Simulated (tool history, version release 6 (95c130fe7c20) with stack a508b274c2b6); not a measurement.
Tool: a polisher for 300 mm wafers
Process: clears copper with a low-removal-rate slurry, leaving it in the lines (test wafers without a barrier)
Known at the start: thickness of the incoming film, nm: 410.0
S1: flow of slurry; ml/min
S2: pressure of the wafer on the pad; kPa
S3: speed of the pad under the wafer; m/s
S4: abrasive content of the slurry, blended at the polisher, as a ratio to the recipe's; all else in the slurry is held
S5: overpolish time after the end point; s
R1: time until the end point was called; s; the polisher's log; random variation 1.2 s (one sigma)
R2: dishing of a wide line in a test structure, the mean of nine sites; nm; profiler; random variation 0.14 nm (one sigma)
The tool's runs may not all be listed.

{"run": 1, "hour": 0.0, "S1": 240, "S2": 21.4, "S3": 1.14, "S4": 1.0, "S5": 15, "R1": 93.406, "R2": 29.328}
{"run": 2, "hour": 7.2, "S1": 245, "S2": 18.6, "S3": 1.24, "S4": 1.0, "S5": 13, "R1": 93.656, "R2": 26.213}
{"run": 3, "hour": 7.7, "S1": 245, "S2": 18.6, "S3": 1.24, "S4": 1.15, "S5": 13, "R1": 93.149, "R2": 26.534}
{"run": 4, "hour": 12.2, "S1": 245, "S2": 18.6, "S3": 1.38, "S4": 1.15, "S5": 13, "R1": 82.451, "R2": 28.747}
{"run": 5, "hour": 19.9, "S1": 275, "S2": 16.5, "S3": 1.42, "S4": 1.0, "S5": 11, "R1": 91.333, "R2": 23.933}
{"run": 6, "hour": 28.8, "S1": 215, "S2": 16.5, "S3": 1.42, "S4": 1.0, "S5": 11, "R1": 95.21, "R2": 23.824}
{"run": 7, "hour": 31.1, "S1": 250, "S2": 15.2, "S3": 1.5, "S4": 0.9, "S5": 9, "R1": 97.125, "R2": 19.907}

Run 8 comes next. What will it give?
{"run": 8, "hour": 35.8, "S1": 275, "S2": 15.2, "S3": 1.56, "S4": 0.8, "S5": 8, "R1": "?", "R2": "?"}

Run 8 gave R1 97.904 s, R2 18.813 nm.
